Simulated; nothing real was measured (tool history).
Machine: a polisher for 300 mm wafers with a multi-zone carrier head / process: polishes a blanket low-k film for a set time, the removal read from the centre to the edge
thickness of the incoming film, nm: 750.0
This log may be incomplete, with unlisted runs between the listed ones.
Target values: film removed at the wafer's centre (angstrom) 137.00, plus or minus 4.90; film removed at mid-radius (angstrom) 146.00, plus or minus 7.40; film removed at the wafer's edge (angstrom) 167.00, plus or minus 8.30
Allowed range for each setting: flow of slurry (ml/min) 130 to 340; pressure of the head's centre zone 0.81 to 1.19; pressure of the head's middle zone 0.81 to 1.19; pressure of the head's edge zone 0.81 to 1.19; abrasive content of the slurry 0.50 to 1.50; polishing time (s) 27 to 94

run  hour  flow of slurry (ml/min)  pressure of the head's centre zone  pressure of the head's middle zone  pressure of the head's edge zone  abrasive content of the slurry  polishing time (s)  film removed at the wafer's centre (angstrom)  film removed at mid-radius (angstrom)  film removed at the wafer's edge (angstrom)
  1   0.0                      220                                1.00                                1.00                              1.00                            1.00                  60                                         196.68                                 191.98                                       192.27
  2   1.2                      220                                1.07                                1.00                              1.00                            1.00                  60                                         201.77                                 192.53                                       195.36
  3   2.3                      180                                1.07                                1.00                              1.00                            1.00                  60                                         202.57                                 185.56                                       191.34
  4  10.7                      180                                1.07                                1.00                              1.00                            1.00                  46                                         153.44                                 145.36                                       146.01
  5  12.2                      180                                1.07                                1.00                              1.00                            1.00                  36                                         120.75                                 111.81                                       114.07
  6  12.9                      180                                1.04                                1.00                              1.02                            1.05                  37                                         124.93                                 118.05                                       122.10
  7  18.3                      195                                0.94                                1.00                              1.12                            1.30                  38                                         131.98                                 138.09                                       143.43
  8  19.7                      195                                0.93                                0.99                              1.13                            1.30                  38                                         129.70                                 143.24                                       153.60
  9  20.7                      200                                0.93                                0.98                              1.14                            1.30                  38                                         129.30                                 138.58                                       148.11
 10  26.2                      200                                0.93                                0.97                              1.15                            1.30                  38                                         129.84                                 137.91                                       149.04
 11  33.1                      200                                0.93                                0.96                              1.15                            1.30                  38                                         129.57                                 132.69                                       153.88
 12  34.6                      210                                0.91                                0.97                              1.17                            1.35                  38                                         130.27                                 140.63                                       156.50

5 candidate next runs follow, results not yet known. Just one meets every target within its allowed miss. Identify it.
  A  36.1                      200                                0.92                                0.99                              1.19                            1.40                  35                                              ?                                      ?                                            ?
  B  36.1                      215                                0.90                                0.96                              1.19                            1.30                  41                                              ?                                      ?                                            ?
  C  36.1                      180                                0.91                                0.87                              1.19                            1.40                  40                                              ?                                      ?                                            ?
  D  36.1                      200                                0.84                                0.81                              1.19                            1.25                  45                                              ?                                      ?                                            ?
  E  36.1                      210                                0.82                                0.84                              1.19                            1.45                  39                                              ?                                      ?                                            ?

move  film removed at the wafer's centre (angstrom)  film removed at mid-radius (angstrom)  film removed at the wafer's edge (angstrom)
   A                                         125.97                                 132.71                                       144.37
   B                                         140.59                                 147.27                                       164.19
   C                                         140.84                                 134.86                                       164.08
   D                                         140.64                                 136.86                                       176.19
   E                                         128.47                                 131.64                                       164.24
A: its largest miss is bigger than the last run's
B: hits every target within its allowed miss
C: brings the last run's worst result on target, with another outside its allowed miss
D: brings the last run's worst result on target, with another outside its allowed miss
E: its largest miss is bigger than the last run's
Correct choice: B, which meets every target

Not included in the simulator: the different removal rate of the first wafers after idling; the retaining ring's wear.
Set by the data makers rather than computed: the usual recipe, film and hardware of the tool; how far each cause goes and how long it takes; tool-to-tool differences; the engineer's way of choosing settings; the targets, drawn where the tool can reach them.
